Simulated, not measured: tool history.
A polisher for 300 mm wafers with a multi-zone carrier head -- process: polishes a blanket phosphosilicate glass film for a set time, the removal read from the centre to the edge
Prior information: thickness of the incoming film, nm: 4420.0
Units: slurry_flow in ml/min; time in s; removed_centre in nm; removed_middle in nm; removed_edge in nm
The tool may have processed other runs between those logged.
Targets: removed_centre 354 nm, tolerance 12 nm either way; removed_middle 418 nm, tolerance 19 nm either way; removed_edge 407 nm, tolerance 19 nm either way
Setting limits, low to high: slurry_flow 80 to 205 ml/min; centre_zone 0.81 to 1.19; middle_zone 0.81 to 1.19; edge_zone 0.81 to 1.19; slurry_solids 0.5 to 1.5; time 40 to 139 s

run  hour  slurry_flow  centre_zone  middle_zone  edge_zone  slurry_solids  time  removed_centre  removed_middle  removed_edge
  1     0          135            1            1          1              1    89          969.85          957.02        946.97
  2   2.9          135            1            1          1            1.1    89          983.19          970.37        954.37
  3     5          135            1         0.95          1            1.1    89          1015.4          940.55        951.45
  4  12.7          120         0.96         0.96       0.97           0.95    78          773.95           757.8        778.95
  5  13.7          140         0.96         0.96       0.97           0.95    78          797.57          807.65        803.31
  6  19.2          140         0.96         0.96       0.92           0.95    78          811.17          808.76        766.96
  7  25.1          130         0.93         0.96        0.9           0.85    70          672.75          687.62        666.43
  8  26.9          125          0.9         0.97       0.89           0.75    63          539.67          582.73        556.49
  9  35.2          120         0.88         0.97       0.89            0.7    61          505.58          556.19        540.18
 10    36          115         0.87         0.97       0.88           0.65    58          456.71          503.83         477.8
 11    42          110         0.86         0.97       0.89            0.6    58          424.71          479.05        474.99
 12  48.6          105         0.85         0.97       0.88            0.6    57          413.37          465.75        439.46
 13  54.7          100         0.84         0.97        0.9            0.6    57          395.71          464.19        447.08
 14  58.9           85         0.81         0.94       0.86            0.5    55           323.3          381.95        385.67

Pick the move, out of 5, that brings all results within their allowed miss; only one does.
  A  63.1           90         0.83         0.96       0.86            0.6    53               ?               ?             ?
  B  63.1           85         0.81         1.07       0.87            0.5    51               ?               ?             ?
  C  63.1          105         0.82         0.85       0.89            0.5    50               ?               ?             ?
  D  63.1           95            1         0.91       0.82            0.5    47               ?               ?             ?
  E  63.1          100         0.88         1.02       0.81            0.7    43               ?               ?             ?

move  removed_centre  removed_middle  removed_edge
   A          349.37          417.04        407.56
   B          301.78          397.92        366.22
   C          326.53          362.49        382.39
   D          360.92          343.69        338.56
   E          330.18          384.19        346.88
A: in spec on every target
B: further off than the last run
C: further off than the last run
D: gets the furthest-off result to its target, but another result is out of tolerance
E: further off than the last run
Go with A: it meets all targets.
